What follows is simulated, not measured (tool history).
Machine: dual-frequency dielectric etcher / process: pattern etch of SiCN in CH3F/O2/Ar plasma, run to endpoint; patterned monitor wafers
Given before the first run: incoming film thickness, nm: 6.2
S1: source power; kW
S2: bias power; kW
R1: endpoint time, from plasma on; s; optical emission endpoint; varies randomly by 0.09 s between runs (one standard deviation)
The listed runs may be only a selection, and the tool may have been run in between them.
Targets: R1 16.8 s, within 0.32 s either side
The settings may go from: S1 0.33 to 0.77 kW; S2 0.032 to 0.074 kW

run,day,S1,S2,R1
1,0,0.55,0.053,15.425
2,0.142,0.53,0.053,15.728
3,0.217,0.53,0.044,16.161
4,0.317,0.53,0.049,15.788
5,0.646,0.57,0.049,15.288
6,0.712,0.65,0.049,14.284
7,0.95,0.54,0.046,15.884
8,1.138,0.53,0.046,16.089
9,1.342,0.52,0.046,16.108
10,1.6,0.51,0.046,16.437

Which single option among these 5 for the next run brings every result within its allowed miss of target? Just one does.
A,1.858,0.54,0.047,?
B,1.858,0.49,0.043,?
C,1.858,0.51,0.052,?
D,1.858,0.51,0.048,?
E,1.858,0.53,0.044,?

move,R1
A,15.904
B,16.951
C,16.13
D,16.332
E,16.214
A: misses by more than the last run did
B: all results land within tolerance of their targets
C: misses by more than the last run did
D: misses by more than the last run did
E: misses by more than the last run did
Answer: B
